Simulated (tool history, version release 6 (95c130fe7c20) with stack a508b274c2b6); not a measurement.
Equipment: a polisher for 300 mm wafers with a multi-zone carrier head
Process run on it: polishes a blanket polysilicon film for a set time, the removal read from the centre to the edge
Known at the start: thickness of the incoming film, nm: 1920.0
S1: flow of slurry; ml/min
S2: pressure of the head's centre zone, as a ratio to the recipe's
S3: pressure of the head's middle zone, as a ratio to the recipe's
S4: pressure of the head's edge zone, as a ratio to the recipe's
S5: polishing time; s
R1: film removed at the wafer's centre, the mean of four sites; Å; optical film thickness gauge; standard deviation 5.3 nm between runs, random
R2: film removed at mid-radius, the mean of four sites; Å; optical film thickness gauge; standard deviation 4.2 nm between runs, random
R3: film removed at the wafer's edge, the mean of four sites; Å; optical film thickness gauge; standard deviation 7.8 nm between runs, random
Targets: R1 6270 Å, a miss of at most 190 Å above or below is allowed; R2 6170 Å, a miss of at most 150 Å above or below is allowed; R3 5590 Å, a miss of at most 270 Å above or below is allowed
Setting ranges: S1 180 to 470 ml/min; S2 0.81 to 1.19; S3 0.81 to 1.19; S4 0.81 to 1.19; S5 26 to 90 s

run  hour   S1    S2    S3    S4  S5      R1      R2      R3
  1     0  300     1     1     1  58  3930.2  4061.4  4167.7
  2   4.3  300     1  0.93     1  58  4002.8  3906.3    4056
  3  11.8  325  1.05     1  0.97  63  4548.2  4387.8  4375.9
  4  17.5  325  1.05     1  0.97  75  5395.1  5219.1    5212
  5    20  275  1.05     1  0.97  75  5381.5  5178.7  5228.8
  6  21.4  285  1.08  1.05  0.96  76  5557.3  5421.2  5272.8
  7  23.1  295  1.11  1.09  0.96  77  5858.3  5665.4  5217.2
  8  28.8  300  1.12  1.11  0.98  78    6029  5734.2  5475.2

Exercise: of the 5 proposed moves below, exactly one satisfies all targets within the stated allowed misses. Which move is it?
  A  34.5  375  1.12  1.11  0.83  78   ?   ?   ?
  B  34.5  245  1.14  1.07     1  78   ?   ?   ?
  C  34.5  265  1.11   1.1  1.19  74   ?   ?   ?
  D  34.5  300  1.13  1.15  0.94  82   ?   ?   ?
  E  34.5  310  1.09  1.06  0.99  77   ?   ?   ?

move      R1      R2      R3
   A  6122.5  5824.3  5003.5
   B  6020.1  5537.3  5325.6
   C  5599.4  5361.2  5540.4
   D    6385  6139.5  5498.4
   E  5795.2  5541.5  5305.2
A: closes in on the targets versus the last run, not all within tolerance yet
B: its largest miss is bigger than the last run's
C: its largest miss is bigger than the last run's
D: in spec on every target
E: its largest miss is bigger than the last run's
The right move is D.

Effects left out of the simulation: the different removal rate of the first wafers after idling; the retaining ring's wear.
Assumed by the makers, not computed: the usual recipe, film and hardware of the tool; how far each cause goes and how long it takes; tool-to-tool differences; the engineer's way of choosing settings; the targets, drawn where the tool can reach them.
